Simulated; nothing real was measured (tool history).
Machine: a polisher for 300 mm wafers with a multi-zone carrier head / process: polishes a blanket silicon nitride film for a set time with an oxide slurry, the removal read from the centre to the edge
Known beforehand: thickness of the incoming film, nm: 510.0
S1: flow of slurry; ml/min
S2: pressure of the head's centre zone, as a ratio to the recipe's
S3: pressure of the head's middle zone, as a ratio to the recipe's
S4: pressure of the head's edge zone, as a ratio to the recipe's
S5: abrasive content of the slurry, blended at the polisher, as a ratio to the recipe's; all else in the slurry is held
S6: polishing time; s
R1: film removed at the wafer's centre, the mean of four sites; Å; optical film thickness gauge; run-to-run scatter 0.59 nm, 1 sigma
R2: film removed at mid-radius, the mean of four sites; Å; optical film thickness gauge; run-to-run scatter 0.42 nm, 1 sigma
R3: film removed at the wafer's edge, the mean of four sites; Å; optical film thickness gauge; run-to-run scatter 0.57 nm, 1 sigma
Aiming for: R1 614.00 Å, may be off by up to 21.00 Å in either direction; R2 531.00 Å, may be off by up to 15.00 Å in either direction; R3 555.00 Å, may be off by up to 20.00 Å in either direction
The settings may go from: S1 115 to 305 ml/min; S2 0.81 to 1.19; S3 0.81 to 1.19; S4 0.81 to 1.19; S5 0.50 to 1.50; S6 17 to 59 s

run,hour,S1,S2,S3,S4,S5,S6,R1,R2,R3
1,0.0,195,1.00,1.00,1.00,1.00,38,404.59,423.56,426.56
2,3.9,200,1.02,1.00,1.01,1.05,38,434.20,429.82,440.58
3,10.8,200,1.02,1.00,1.01,0.85,38,378.63,385.61,377.92
4,17.9,205,1.03,1.01,1.02,0.90,38,403.61,405.10,403.82
# hour 23.7: slurry nozzle cleaned
5,23.7,205,1.03,0.94,1.02,0.90,38,448.28,420.94,424.96
6,24.7,205,1.03,0.94,0.99,0.90,38,445.22,416.24,422.50
7,31.9,230,1.11,0.92,1.09,1.15,39,572.15,488.84,525.28
8,33.8,235,1.11,0.92,1.09,1.15,39,564.70,489.27,526.89

5 candidate next runs follow, results not yet known. Just one meets every target within its allowed miss. Identify it.
A,35.7,265,1.09,0.93,1.05,0.95,46,?,?,?
B,35.7,245,1.01,0.95,1.08,1.10,42,?,?,?
C,35.7,235,0.97,0.90,1.18,1.15,41,?,?,?
D,35.7,280,1.11,1.11,0.99,1.00,41,?,?,?
E,35.7,220,1.19,0.81,0.97,0.95,44,?,?,?

move,R1,R2,R3
A,608.95,524.33,552.87
B,552.95,523.65,551.37
C,526.79,498.13,574.18
D,574.09,559.48,494.49
E,619.20,439.04,500.64
A: all results in spec
B: the worst result of the last run now meets its target, but another is out of spec
C: the biggest miss grows against the last run
D: carries the result that was furthest off beyond its target, to the other side
E: the biggest miss grows against the last run
The move that meets every target is A.
